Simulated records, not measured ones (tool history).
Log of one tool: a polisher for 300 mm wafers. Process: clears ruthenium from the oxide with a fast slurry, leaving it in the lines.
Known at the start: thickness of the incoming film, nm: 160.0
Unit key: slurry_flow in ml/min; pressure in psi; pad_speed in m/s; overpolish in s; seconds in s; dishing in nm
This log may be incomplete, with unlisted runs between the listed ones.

{"run": 1, "hour": 0.0, "slurry_flow": 300, "pressure": 2.1, "pad_speed": 1.16, "slurry_solids": 1.0, "overpolish": 25, "seconds": 49.548, "dishing": 57.99}
{"run": 2, "hour": 2.5, "slurry_flow": 300, "pressure": 2.3, "pad_speed": 1.18, "slurry_solids": 1.0, "overpolish": 26, "seconds": 45.097, "dishing": 64.05}
{"run": 3, "hour": 7.7, "slurry_flow": 300, "pressure": 2.3, "pad_speed": 1.18, "slurry_solids": 1.0, "overpolish": 34, "seconds": 43.992, "dishing": 79.042}
{"run": 4, "hour": 12.6, "slurry_flow": 300, "pressure": 2.5, "pad_speed": 1.18, "slurry_solids": 1.0, "overpolish": 34, "seconds": 39.386, "dishing": 85.811}
{"run": 5, "hour": 15.7, "slurry_flow": 300, "pressure": 2.5, "pad_speed": 1.18, "slurry_solids": 1.0, "overpolish": 45, "seconds": 40.603, "dishing": 102.62}
{"run": 6, "hour": 17.1, "slurry_flow": 300, "pressure": 2.5, "pad_speed": 1.18, "slurry_solids": 0.8, "overpolish": 45, "seconds": 43.292, "dishing": 96.341}
{"run": 7, "hour": 20.2, "slurry_flow": 300, "pressure": 2.7, "pad_speed": 1.18, "slurry_solids": 0.8, "overpolish": 42, "seconds": 40.907, "dishing": 94.605}

Run 8 has not been measured yet. What should we expect?
{"run": 8, "hour": 25.4, "slurry_flow": 300, "pressure": 2.8, "pad_speed": 1.22, "slurry_solids": 0.8, "overpolish": 40, "seconds": "?", "dishing": "?"}

seconds: 39.619 s
dishing: 97.038 nm
